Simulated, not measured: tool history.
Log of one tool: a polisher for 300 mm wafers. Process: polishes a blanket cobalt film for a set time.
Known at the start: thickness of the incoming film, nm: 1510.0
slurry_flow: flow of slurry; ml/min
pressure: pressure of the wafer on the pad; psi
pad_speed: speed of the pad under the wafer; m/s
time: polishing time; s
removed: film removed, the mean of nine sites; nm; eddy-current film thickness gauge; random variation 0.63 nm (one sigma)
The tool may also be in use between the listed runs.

run    day  slurry_flow  pressure  pad_speed  time  removed
  1  0.000          275       1.6       1.20    19   98.276
  2  0.196          275       1.4       1.18    19   85.136
  3  0.471          275       1.4       1.18    19   86.495
  4  0.767          275       1.4       1.06    19   77.257
  5  1.121          275       1.3       1.06    19   72.740
  6  1.329          275       1.3       1.06    17   64.006

The next listed run, before its measurement:
  7  1.625          275       0.9       1.04    17        ?

{"run 7": {"removed": 44.11}}
